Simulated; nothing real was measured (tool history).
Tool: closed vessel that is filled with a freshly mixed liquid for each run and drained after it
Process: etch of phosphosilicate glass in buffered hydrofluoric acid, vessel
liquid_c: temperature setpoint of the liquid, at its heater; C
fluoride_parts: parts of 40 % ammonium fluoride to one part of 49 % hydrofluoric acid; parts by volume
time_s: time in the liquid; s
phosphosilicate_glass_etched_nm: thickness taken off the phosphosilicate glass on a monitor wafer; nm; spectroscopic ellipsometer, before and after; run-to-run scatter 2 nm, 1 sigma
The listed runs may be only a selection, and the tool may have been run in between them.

run	day	liquid_c	fluoride_parts	time_s	phosphosilicate_glass_etched_nm
1	0	21	11	100	295.52
2	0.271	20	11	100	276.81
3	0.338	20	8	100	370.35
4	0.433	20	9.5	100	310.05
5	0.662	19.5	9.5	100	302.95
6	0.8	19.5	7	100	413.92
7	0.962	19	8	100	351.75
8	1.346	18.5	8.5	100	319.82

Predict the results of run 9:
9	1.462	18	9	100	?

{"run 9": {"phosphosilicate_glass_etched_nm": 291.2}}
